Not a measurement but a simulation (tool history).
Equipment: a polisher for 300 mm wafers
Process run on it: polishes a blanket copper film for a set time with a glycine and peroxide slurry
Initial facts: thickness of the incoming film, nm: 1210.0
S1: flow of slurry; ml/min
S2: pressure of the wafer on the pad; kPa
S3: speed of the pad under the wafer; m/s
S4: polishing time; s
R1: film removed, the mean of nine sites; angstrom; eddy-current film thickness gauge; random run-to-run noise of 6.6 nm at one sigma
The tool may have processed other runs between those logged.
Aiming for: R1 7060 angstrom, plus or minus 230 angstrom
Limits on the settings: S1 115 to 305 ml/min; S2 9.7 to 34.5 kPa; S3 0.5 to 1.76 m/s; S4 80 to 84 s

run 1 hour=0 | S1=195 S2=22.1 S3=1.12 S4=80 | R1=4907.5
run 2 hour=4.7 | S1=200 S2=23.4 S3=1.12 S4=80 | R1=5277.8
run 3 hour=7.4 | S1=200 S2=27.6 S3=1.12 S4=80 | R1=6094.5
run 4 hour=14.7 | S1=200 S2=27.6 S3=0.96 S4=80 | R1=5263.1
run 5 hour=18 | S1=205 S2=29 S3=0.96 S4=80 | R1=5516.6
run 6 hour=23.9 | S1=205 S2=26.2 S3=0.96 S4=80 | R1=5025.6
run 7 hour=27.7 | S1=210 S2=27.6 S3=0.96 S4=80 | R1=5268.3
run 8 hour=35.9 | S1=210 S2=29 S3=0.98 S4=80 | R1=5510.5
run 9 hour=40.3 | S1=210 S2=29.6 S3=1 S4=80 | R1=5788.5
run 10 hour=43.1 | S1=210 S2=30.3 S3=1.02 S4=80 | R1=5960.9
run 11 hour=52 | S1=210 S2=30.3 S3=1.02 S4=80 | R1=6025.6
run 12 hour=57.8 | S1=210 S2=31 S3=1.02 S4=80 | R1=6221
run 13 hour=64.1 | S1=210 S2=31.7 S3=1.02 S4=80 | R1=6276.6
run 14 hour=67.9 | S1=210 S2=32.4 S3=1.02 S4=80 | R1=6435.3
run 15 hour=76.3 | S1=210 S2=33.1 S3=1.02 S4=80 | R1=6420.9
run 16 hour=83.4 | S1=210 S2=33.1 S3=1.04 S4=80 | R1=6647.3

Which one of the following 5 next-run settings gets every result inside its allowed miss? There is exactly one.
run A hour=90.5 | S1=245 S2=24.1 S3=1.3 S4=81 | R1=?
run B hour=90.5 | S1=175 S2=33.8 S3=0.96 S4=81 | R1=?
run C hour=90.5 | S1=175 S2=33.1 S3=0.98 S4=80 | R1=?
run D hour=90.5 | S1=200 S2=34.5 S3=1.04 S4=82 | R1=?
run E hour=90.5 | S1=200 S2=31.7 S3=0.96 S4=84 | R1=?

move=A R1=6269.6
move=B R1=6205.4
move=C R1=6128.8
move=D R1=6988.6
move=E R1=6190.1
A: further off than the last run
B: further off than the last run
C: further off than the last run
D: every result lands within tolerance
E: further off than the last run
Answer: D
